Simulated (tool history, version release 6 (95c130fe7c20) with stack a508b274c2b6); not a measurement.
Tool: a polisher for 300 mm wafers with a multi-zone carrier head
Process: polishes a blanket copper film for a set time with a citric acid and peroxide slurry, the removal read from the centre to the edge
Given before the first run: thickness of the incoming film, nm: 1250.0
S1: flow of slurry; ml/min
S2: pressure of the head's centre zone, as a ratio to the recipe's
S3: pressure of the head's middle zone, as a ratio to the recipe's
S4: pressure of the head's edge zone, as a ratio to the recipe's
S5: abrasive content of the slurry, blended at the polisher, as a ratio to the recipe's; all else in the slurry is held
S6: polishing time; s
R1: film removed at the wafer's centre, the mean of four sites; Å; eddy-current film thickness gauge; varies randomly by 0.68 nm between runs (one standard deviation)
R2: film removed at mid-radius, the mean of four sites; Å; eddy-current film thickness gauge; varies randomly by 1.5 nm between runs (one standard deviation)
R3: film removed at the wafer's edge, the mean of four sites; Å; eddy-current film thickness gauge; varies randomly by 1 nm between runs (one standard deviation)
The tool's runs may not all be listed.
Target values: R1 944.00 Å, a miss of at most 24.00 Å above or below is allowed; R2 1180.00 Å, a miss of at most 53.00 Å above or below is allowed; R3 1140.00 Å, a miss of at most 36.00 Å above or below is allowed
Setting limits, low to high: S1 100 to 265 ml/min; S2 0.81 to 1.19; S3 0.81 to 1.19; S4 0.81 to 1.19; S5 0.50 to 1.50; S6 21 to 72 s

run 1 hour=0.0 | S1=170 S2=1.00 S3=1.00 S4=1.00 S5=1.00 S6=46 | R1=810.61 R2=853.71 R3=888.04
run 2 hour=4.9 | S1=170 S2=1.00 S3=1.00 S4=0.92 S5=1.00 S6=46 | R1=816.17 R2=853.80 R3=837.58
run 3 hour=13.1 | S1=170 S2=0.93 S3=1.00 S4=0.92 S5=1.00 S6=46 | R1=753.11 R2=850.77 R3=840.42
run 4 hour=18.2 | S1=185 S2=0.95 S3=1.05 S4=0.99 S5=1.15 S6=46 | R1=808.35 R2=924.57 R3=892.87
run 5 hour=26.2 | S1=185 S2=0.98 S3=1.05 S4=0.99 S5=1.15 S6=46 | R1=827.91 R2=905.92 R3=900.34
run 6 hour=31.7 | S1=190 S2=0.96 S3=1.09 S4=1.03 S5=1.25 S6=48 | R1=856.92 R2=997.70 R3=978.44
run 7 hour=37.8 | S1=200 S2=0.96 S3=1.12 S4=1.06 S5=1.30 S6=48 | R1=879.16 R2=1043.30 R3=1009.80
-- hour=45.4 edge zone pressure recalibrated
run 8 hour=45.4 | S1=210 S2=0.96 S3=1.14 S4=1.09 S5=1.35 S6=48 | R1=887.68 R2=1066.70 R3=972.90
run 9 hour=50.1 | S1=195 S2=0.96 S3=1.14 S4=1.09 S5=1.40 S6=49 | R1=913.05 R2=1087.70 R3=987.01
run 10 hour=52.6 | S1=210 S2=0.94 S3=1.13 S4=1.10 S5=1.40 S6=50 | R1=905.80 R2=1130.60 R3=1032.90
run 11 hour=56.0 | S1=215 S2=0.93 S3=1.10 S4=1.11 S5=1.40 S6=51 | R1=922.67 R2=1092.40 R3=1075.00
run 12 hour=58.6 | S1=215 S2=0.93 S3=1.10 S4=1.11 S5=1.40 S6=51 | R1=920.11 R2=1130.30 R3=1054.90
run 13 hour=63.2 | S1=215 S2=0.93 S3=1.10 S4=1.11 S5=1.40 S6=51 | R1=920.21 R2=1122.40 R3=1065.10
run 14 hour=66.5 | S1=220 S2=0.92 S3=1.09 S4=1.12 S5=1.40 S6=52 | R1=941.89 R2=1128.00 R3=1102.40
run 15 hour=73.3 | S1=225 S2=0.91 S3=1.09 S4=1.12 S5=1.40 S6=52 | R1=936.26 R2=1130.50 R3=1102.70
run 16 hour=81.4 | S1=225 S2=0.90 S3=1.09 S4=1.12 S5=1.40 S6=52 | R1=923.53 R2=1161.10 R3=1092.30
run 17 hour=88.0 | S1=230 S2=0.90 S3=1.08 S4=1.13 S5=1.40 S6=52 | R1=924.93 R2=1125.90 R3=1103.60
run 18 hour=93.9 | S1=235 S2=0.89 S3=1.08 S4=1.13 S5=1.40 S6=52 | R1=914.19 R2=1105.30 R3=1093.30
run 19 hour=102.7 | S1=230 S2=0.89 S3=1.08 S4=1.13 S5=1.45 S6=52 | R1=924.66 R2=1142.40 R3=1115.90

Of the 4 settings listed for the next run, only one would bring every result within its allowed miss of target. Which one?
run A hour=111.5 | S1=230 S2=0.87 S3=1.06 S4=1.10 S5=1.50 S6=54 | R1=? R2=? R3=?
run B hour=111.5 | S1=240 S2=0.86 S3=1.02 S4=1.14 S5=1.45 S6=52 | R1=? R2=? R3=?
run C hour=111.5 | S1=235 S2=0.88 S3=1.00 S4=1.12 S5=1.30 S6=53 | R1=? R2=? R3=?
run D hour=111.5 | S1=235 S2=0.93 S3=1.08 S4=1.11 S5=1.40 S6=50 | R1=? R2=? R3=?

move=A R1=944.05 R2=1190.00 R3=1151.70
move=B R1=898.11 R2=1108.00 R3=1127.40
move=C R1=915.09 R2=1085.50 R3=1114.10
move=D R1=925.15 R2=1107.90 R3=1059.50
A: every result lands within tolerance
B: lands further from the targets than the last run did
C: lands further from the targets than the last run did
D: the furthest-off result lands on target, but another misses its tolerance
The right move is A.

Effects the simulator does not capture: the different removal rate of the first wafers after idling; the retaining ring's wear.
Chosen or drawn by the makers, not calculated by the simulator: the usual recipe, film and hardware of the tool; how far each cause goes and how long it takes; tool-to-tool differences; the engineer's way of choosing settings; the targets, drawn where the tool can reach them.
